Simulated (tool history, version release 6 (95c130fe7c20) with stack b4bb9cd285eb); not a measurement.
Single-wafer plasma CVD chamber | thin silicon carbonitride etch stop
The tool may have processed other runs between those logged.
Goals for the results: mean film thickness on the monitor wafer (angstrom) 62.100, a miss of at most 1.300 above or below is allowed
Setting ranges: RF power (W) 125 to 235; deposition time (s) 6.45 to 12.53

run,day,RF power (W),deposition time (s),mean film thickness on the monitor wafer (angstrom)
1,0.000,180,9.49,54.997
2,0.300,195,9.49,57.113
3,0.650,200,9.53,58.061
4,0.917,205,9.56,58.185
5,1.112,220,9.56,60.039
6,1.367,220,8.71,55.118
7,1.704,220,8.87,56.459
8,1.796,220,9.00,56.789

Which single option among these 5 for the next run brings every result within its allowed miss of target? Just one does.
A,1.888,200,8.17,?
B,1.888,225,10.44,?
C,1.888,200,8.69,?
D,1.888,220,8.30,?
E,1.888,235,9.58,?

move,mean film thickness on the monitor wafer (angstrom)
A,49.552
B,66.303
C,52.705
D,52.257
E,61.860
A: moves away from the targets compared with the last run
B: moves the result that the last run missed by most past its target, out the other side
C: moves away from the targets compared with the last run
D: moves away from the targets compared with the last run
E: hits every target within its allowed miss
Move E is the one to make.
